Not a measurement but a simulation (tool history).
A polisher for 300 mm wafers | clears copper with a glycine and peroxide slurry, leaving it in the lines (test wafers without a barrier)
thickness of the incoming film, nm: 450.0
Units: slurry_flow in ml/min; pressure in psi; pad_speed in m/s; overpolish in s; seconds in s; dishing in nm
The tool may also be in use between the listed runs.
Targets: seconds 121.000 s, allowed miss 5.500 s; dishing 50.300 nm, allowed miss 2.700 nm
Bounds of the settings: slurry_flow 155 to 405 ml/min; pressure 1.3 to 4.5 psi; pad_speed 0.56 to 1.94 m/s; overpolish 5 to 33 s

{"run": 1, "day": 0.0, "slurry_flow": 260, "pressure": 2.9, "pad_speed": 1.24, "overpolish": 17, "seconds": 72.898, "dishing": 68.184}
{"run": 2, "day": 0.167, "slurry_flow": 260, "pressure": 3.5, "pad_speed": 1.24, "overpolish": 17, "seconds": 62.268, "dishing": 78.256}
{"run": 3, "day": 0.212, "slurry_flow": 215, "pressure": 3.5, "pad_speed": 1.24, "overpolish": 17, "seconds": 65.826, "dishing": 78.474}
{"run": 4, "day": 0.5, "slurry_flow": 205, "pressure": 2.9, "pad_speed": 1.22, "overpolish": 17, "seconds": 76.12, "dishing": 68.807}
{"run": 5, "day": 0.588, "slurry_flow": 200, "pressure": 2.4, "pad_speed": 1.18, "overpolish": 18, "seconds": 91.225, "dishing": 59.533}
{"run": 6, "day": 0.929, "slurry_flow": 200, "pressure": 2.4, "pad_speed": 1.36, "overpolish": 18, "seconds": 84.266, "dishing": 63.021}
{"run": 7, "day": 1.042, "slurry_flow": 195, "pressure": 2.1, "pad_speed": 1.34, "overpolish": 19, "seconds": 94.94, "dishing": 59.117}
{"run": 8, "day": 1.225, "slurry_flow": 195, "pressure": 1.9, "pad_speed": 1.32, "overpolish": 19, "seconds": 102.84, "dishing": 56.747}
{"run": 9, "day": 1.562, "slurry_flow": 195, "pressure": 1.8, "pad_speed": 1.32, "overpolish": 19, "seconds": 107.89, "dishing": 53.903}
{"run": 10, "day": 1.671, "slurry_flow": 195, "pressure": 1.7, "pad_speed": 1.32, "overpolish": 19, "seconds": 113.08, "dishing": 51.878}

5 next moves are on the table. One of them brings every result within its allowed miss. Which?
{"run": "A", "day": 1.779, "slurry_flow": 215, "pressure": 1.4, "pad_speed": 1.18, "overpolish": 21, "seconds": "?", "dishing": "?"}
{"run": "B", "day": 1.779, "slurry_flow": 200, "pressure": 1.5, "pad_speed": 1.42, "overpolish": 19, "seconds": "?", "dishing": "?"}
{"run": "C", "day": 1.779, "slurry_flow": 190, "pressure": 1.7, "pad_speed": 1.42, "overpolish": 20, "seconds": "?", "dishing": "?"}
{"run": "D", "day": 1.779, "slurry_flow": 220, "pressure": 1.8, "pad_speed": 1.4, "overpolish": 14, "seconds": "?", "dishing": "?"}
{"run": "E", "day": 1.779, "slurry_flow": 235, "pressure": 1.5, "pad_speed": 1.38, "overpolish": 23, "seconds": "?", "dishing": "?"}

move=A seconds=137.810 dishing=48.262
move=B seconds=118.380 dishing=50.088
move=C seconds=107.880 dishing=56.244
move=D seconds=102.330 dishing=44.423
move=E seconds=118.430 dishing=57.944
A: takes the result that was furthest off past its target
B: meets every target
C: further off than the last run
D: further off than the last run
E: brings the result that was furthest off to its target, and leaves another outside
Answer: B

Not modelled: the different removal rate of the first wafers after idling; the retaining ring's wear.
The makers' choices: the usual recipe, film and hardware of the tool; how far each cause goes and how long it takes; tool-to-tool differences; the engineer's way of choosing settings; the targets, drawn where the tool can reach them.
